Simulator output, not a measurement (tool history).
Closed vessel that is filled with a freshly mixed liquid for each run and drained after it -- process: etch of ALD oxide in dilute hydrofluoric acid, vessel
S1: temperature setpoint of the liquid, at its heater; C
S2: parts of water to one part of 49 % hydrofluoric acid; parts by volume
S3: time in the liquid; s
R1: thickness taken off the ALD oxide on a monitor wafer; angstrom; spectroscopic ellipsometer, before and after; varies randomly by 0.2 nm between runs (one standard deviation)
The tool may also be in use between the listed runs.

run 1 hour=0.0 | S1=23.0 S2=90 S3=155 | R1=284.13
run 2 hour=4.2 | S1=23.0 S2=90 S3=155 | R1=283.98
run 3 hour=5.8 | S1=19.5 S2=90 S3=155 | R1=243.05
run 4 hour=14.4 | S1=20.5 S2=90 S3=155 | R1=253.77
run 5 hour=20.7 | S1=21.0 S2=90 S3=155 | R1=263.42
run 6 hour=23.0 | S1=21.5 S2=90 S3=155 | R1=264.58
run 7 hour=30.6 | S1=22.0 S2=90 S3=155 | R1=271.39
run 8 hour=36.5 | S1=22.5 S2=90 S3=155 | R1=278.50
run 9 hour=41.9 | S1=23.0 S2=90 S3=155 | R1=282.14

Run 10 comes next. What will it give?
run 10 hour=46.3 | S1=23.5 S2=90 S3=155 | R1=?

For run 10 the tool returned R1 286.81 angstrom.
